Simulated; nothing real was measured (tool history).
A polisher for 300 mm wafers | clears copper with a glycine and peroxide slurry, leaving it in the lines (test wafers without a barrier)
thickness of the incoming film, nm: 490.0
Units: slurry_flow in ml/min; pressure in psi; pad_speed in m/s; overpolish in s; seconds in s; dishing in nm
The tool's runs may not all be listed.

run  hour  slurry_flow  pressure  pad_speed  overpolish  seconds  dishing
  1   0.0          140       2.2       1.12          26   95.448   74.278
  2   1.9          140       2.2       1.00          26  105.620   70.583
  3   8.1          115       2.2       1.00          26  110.450   69.194
  4  10.6          115       2.2       1.00          22  104.690   60.548
  5  12.5           90       2.2       1.00          22  114.070   59.665
  6  19.2           90       2.0       1.00          22  121.280   57.780

Forecast run 7:
  7  25.0           85       2.5       1.32           9        ?        ?

Run 7 gave seconds 79.628 s, dishing 38.559 nm.
